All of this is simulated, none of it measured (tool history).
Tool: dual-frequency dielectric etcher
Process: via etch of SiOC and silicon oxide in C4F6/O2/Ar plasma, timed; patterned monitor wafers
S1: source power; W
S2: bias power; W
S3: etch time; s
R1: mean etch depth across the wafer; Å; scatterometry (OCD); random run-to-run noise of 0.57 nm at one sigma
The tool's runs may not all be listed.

{"run": 1, "hour": 0.0, "S1": 430, "S2": 196, "S3": 92.5, "R1": 1072.1}
{"run": 2, "hour": 2.6, "S1": 430, "S2": 231, "S3": 92.5, "R1": 1118.4}
{"run": 3, "hour": 5.2, "S1": 370, "S2": 231, "S3": 92.5, "R1": 1039.4}
{"run": 4, "hour": 10.8, "S1": 350, "S2": 229, "S3": 92.5, "R1": 1015.5}
{"run": 5, "hour": 13.9, "S1": 340, "S2": 228, "S3": 92.5, "R1": 980.25}
{"run": 6, "hour": 18.0, "S1": 340, "S2": 228, "S3": 97, "R1": 1036.1}

Predict the results of run 7:
{"run": 7, "hour": 19.3, "S1": 320, "S2": 227, "S3": 97, "R1": "?"}

R1: 1003.9 Å
